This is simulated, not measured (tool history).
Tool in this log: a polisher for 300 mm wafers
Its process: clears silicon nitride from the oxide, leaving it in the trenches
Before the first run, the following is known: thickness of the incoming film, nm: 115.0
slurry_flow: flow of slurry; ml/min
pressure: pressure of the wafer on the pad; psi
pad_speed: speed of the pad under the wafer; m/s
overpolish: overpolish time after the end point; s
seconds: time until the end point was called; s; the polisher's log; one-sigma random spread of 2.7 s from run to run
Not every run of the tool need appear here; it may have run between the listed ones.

run 1 day=0.000 | slurry_flow=285 pressure=2.7 pad_speed=1.12 overpolish=47 | seconds=111.79
run 2 day=0.329 | slurry_flow=285 pressure=2.4 pad_speed=1.10 overpolish=47 | seconds=123.15
run 3 day=0.550 | slurry_flow=285 pressure=2.1 pad_speed=1.08 overpolish=47 | seconds=134.39
run 4 day=0.679 | slurry_flow=285 pressure=2.6 pad_speed=1.08 overpolish=47 | seconds=115.07
run 5 day=0.779 | slurry_flow=355 pressure=2.6 pad_speed=1.08 overpolish=47 | seconds=110.84
run 6 day=0.996 | slurry_flow=350 pressure=2.2 pad_speed=1.06 overpolish=47 | seconds=130.47
run 7 day=1.029 | slurry_flow=350 pressure=2.0 pad_speed=1.04 overpolish=47 | seconds=143.73

For run 8, what comes out?
run 8 day=1.079 | slurry_flow=350 pressure=1.9 pad_speed=1.04 overpolish=47 | seconds=?

seconds: 149.20 s
